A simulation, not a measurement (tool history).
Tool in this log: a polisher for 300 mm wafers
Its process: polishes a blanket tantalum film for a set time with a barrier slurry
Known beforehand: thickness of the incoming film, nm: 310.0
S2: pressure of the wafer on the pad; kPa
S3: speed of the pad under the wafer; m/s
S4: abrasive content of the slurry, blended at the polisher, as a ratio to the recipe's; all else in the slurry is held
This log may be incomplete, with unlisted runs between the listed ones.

{"run": 1, "day": 0.0, "flow of slurry (ml/min)": 250, "S2": 16.5, "S3": 1.26, "S4": 1.0, "polishing time (s)": 31, "film removed (angstrom)": 709.52}
{"run": 2, "day": 0.058, "flow of slurry (ml/min)": 250, "S2": 15.9, "S3": 1.26, "S4": 1.0, "polishing time (s)": 31, "film removed (angstrom)": 683.48}
{"run": 3, "day": 0.292, "flow of slurry (ml/min)": 280, "S2": 15.9, "S3": 1.26, "S4": 1.0, "polishing time (s)": 31, "film removed (angstrom)": 671.73}
{"run": 4, "day": 0.629, "flow of slurry (ml/min)": 330, "S2": 15.9, "S3": 1.26, "S4": 1.0, "polishing time (s)": 31, "film removed (angstrom)": 695.46}
{"run": 5, "day": 0.804, "flow of slurry (ml/min)": 330, "S2": 15.2, "S3": 1.26, "S4": 1.0, "polishing time (s)": 31, "film removed (angstrom)": 653.97}
{"run": 6, "day": 1.117, "flow of slurry (ml/min)": 330, "S2": 14.5, "S3": 1.26, "S4": 1.0, "polishing time (s)": 31, "film removed (angstrom)": 638.83}

Run 7 comes next. What will it give?
{"run": 7, "day": 1.271, "flow of slurry (ml/min)": 330, "S2": 13.8, "S3": 1.26, "S4": 1.0, "polishing time (s)": 31, "film removed (angstrom)": "?"}

Run 7 gave film removed (angstrom) 617.06.

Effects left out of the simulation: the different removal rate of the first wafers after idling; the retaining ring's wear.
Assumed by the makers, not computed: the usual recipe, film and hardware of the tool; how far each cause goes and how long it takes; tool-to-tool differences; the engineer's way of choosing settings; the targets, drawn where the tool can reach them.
